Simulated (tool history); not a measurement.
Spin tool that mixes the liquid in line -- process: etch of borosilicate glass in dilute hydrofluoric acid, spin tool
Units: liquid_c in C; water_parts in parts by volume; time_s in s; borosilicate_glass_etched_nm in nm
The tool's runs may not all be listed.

Run 1, hour 0.0: liquid_c 22 C, water_parts 215 parts by volume, time_s 100 s. Result: borosilicate_glass_etched_nm 11.035 nm.
Run 2, hour 7.0: liquid_c 22 C, water_parts 215 parts by volume, time_s 100 s. Result: borosilicate_glass_etched_nm 11.068 nm.
Run 3, hour 13.1: liquid_c 24 C, water_parts 215 parts by volume, time_s 100 s. Result: borosilicate_glass_etched_nm 11.842 nm.
Run 4, hour 16.9: liquid_c 25 C, water_parts 210 parts by volume, time_s 100 s. Result: borosilicate_glass_etched_nm 12.658 nm.
Run 5, hour 21.5: liquid_c 25 C, water_parts 245 parts by volume, time_s 100 s. Result: borosilicate_glass_etched_nm 10.437 nm.
Run 6, hour 28.9: liquid_c 25 C, water_parts 245 parts by volume, time_s 105 s. Result: borosilicate_glass_etched_nm 10.982 nm.

Predict the results of run 7:
Run 7, hour 30.8: liquid_c 26 C, water_parts 235 parts by volume, time_s 105 s. Result: borosilicate_glass_etched_nm ?.

borosilicate_glass_etched_nm: 11.885 nm

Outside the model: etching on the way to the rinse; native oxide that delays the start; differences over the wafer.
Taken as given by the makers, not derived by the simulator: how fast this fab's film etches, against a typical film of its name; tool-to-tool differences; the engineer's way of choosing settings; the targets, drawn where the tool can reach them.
